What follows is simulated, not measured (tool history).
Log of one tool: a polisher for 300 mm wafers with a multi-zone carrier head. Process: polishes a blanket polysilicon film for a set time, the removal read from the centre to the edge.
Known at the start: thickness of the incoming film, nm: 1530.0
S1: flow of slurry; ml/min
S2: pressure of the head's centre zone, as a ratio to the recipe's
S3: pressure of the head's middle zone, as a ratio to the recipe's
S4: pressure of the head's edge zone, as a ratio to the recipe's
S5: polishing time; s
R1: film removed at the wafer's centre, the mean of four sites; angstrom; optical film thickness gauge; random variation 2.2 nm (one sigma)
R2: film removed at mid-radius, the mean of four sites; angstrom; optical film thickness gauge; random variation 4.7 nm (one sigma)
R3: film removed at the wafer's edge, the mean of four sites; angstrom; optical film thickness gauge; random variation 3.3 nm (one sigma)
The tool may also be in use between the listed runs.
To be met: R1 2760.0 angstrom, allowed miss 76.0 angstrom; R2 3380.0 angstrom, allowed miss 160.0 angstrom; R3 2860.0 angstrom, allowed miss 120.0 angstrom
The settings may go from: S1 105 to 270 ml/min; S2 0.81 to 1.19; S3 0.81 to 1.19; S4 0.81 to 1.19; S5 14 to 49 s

run	hour	S1	S2	S3	S4	S5	R1	R2	R3
1	0.0	175	1.00	1.00	1.00	31	2512.1	2560.0	2376.6
2	7.6	180	1.00	1.02	1.02	31	2499.7	2585.3	2444.0
3	11.2	185	1.00	1.04	1.02	31	2543.0	2608.1	2360.5
4	13.8	185	1.00	1.04	1.10	31	2563.7	2531.5	2536.0
5	19.2	185	1.00	1.04	1.10	39	3212.6	3227.2	3128.8
6	28.1	185	1.07	1.04	1.10	39	3385.3	3255.7	3181.9
7	29.1	180	1.05	1.05	1.09	39	3325.5	3247.5	3217.7
8	33.3	180	1.03	1.06	1.07	39	3296.2	3324.4	3135.4
# hour 36.1: edge zone pressure recalibrated
9	36.1	175	1.01	1.07	1.06	39	3194.5	3341.1	3246.0
10	40.2	175	0.99	1.07	1.04	39	3135.8	3388.0	3217.0
11	47.5	175	0.98	1.07	1.02	39	3082.9	3340.4	3174.5
12	48.1	175	0.98	1.07	1.02	39	3051.3	3327.6	3179.9
13	49.5	180	0.97	1.07	1.00	39	3098.9	3356.3	3201.1

Which of these 4 next moves meets every target?
A	50.9	185	0.91	1.15	1.04	37	?	?	?
B	50.9	175	0.82	0.99	1.13	38	?	?	?
C	50.9	130	0.94	1.18	0.94	38	?	?	?
D	50.9	130	0.88	1.06	1.15	38	?	?	?

move	R1	R2	R3
A	2729.7	3381.1	2998.7
B	2501.1	3035.8	3201.1
C	2742.9	3381.8	2831.4
D	2564.2	3084.5	3132.0
A: brings the result that was furthest off to its target, and leaves another outside
B: takes the result that was furthest off past its target
C: meets every target
D: takes the result that was furthest off past its target
Answer: C
